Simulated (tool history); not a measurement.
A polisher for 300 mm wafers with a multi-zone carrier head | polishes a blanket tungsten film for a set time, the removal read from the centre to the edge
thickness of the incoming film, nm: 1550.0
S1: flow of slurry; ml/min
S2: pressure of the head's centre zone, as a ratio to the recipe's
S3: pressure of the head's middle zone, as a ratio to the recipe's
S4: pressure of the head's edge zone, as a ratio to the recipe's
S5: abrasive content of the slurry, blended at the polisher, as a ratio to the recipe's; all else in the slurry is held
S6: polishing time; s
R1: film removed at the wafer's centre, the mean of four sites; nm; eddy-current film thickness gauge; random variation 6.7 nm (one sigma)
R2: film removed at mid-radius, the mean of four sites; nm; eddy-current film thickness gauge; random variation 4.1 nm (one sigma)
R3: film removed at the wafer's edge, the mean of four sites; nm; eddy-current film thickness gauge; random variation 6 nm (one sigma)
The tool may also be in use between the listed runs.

{"run": 1, "hour": 0.0, "S1": 225, "S2": 1.0, "S3": 1.0, "S4": 1.0, "S5": 1.0, "S6": 65, "R1": 316.16, "R2": 318.14, "R3": 327.0}
{"run": 2, "hour": 5.8, "S1": 225, "S2": 0.92, "S3": 1.0, "S4": 1.0, "S5": 1.0, "S6": 65, "R1": 288.87, "R2": 314.7, "R3": 320.87}
{"run": 3, "hour": 13.9, "S1": 240, "S2": 1.0, "S3": 1.0, "S4": 1.01, "S5": 1.15, "S6": 67, "R1": 332.57, "R2": 346.99, "R3": 341.8}
{"run": 4, "hour": 19.5, "S1": 240, "S2": 1.05, "S3": 0.97, "S4": 1.02, "S5": 1.2, "S6": 71, "R1": 369.34, "R2": 355.84, "R3": 368.67}
{"run": 5, "hour": 22.2, "S1": 240, "S2": 1.05, "S3": 1.03, "S4": 1.02, "S5": 1.2, "S6": 71, "R1": 371.37, "R2": 376.9, "R3": 370.58}
{"run": 6, "hour": 28.7, "S1": 245, "S2": 1.09, "S3": 1.01, "S4": 1.02, "S5": 1.25, "S6": 73, "R1": 399.33, "R2": 385.58, "R3": 392.48}
{"run": 7, "hour": 32.6, "S1": 255, "S2": 1.12, "S3": 0.99, "S4": 1.0, "S5": 1.3, "S6": 74, "R1": 424.59, "R2": 390.25, "R3": 383.13}

Forecast run 8:
{"run": 8, "hour": 40.1, "S1": 260, "S2": 1.14, "S3": 0.98, "S4": 1.02, "S5": 1.35, "S6": 75, "R1": "?", "R2": "?", "R3": "?"}

{"run 8": {"R1": 445.83, "R2": 386.36, "R3": 406.59}}
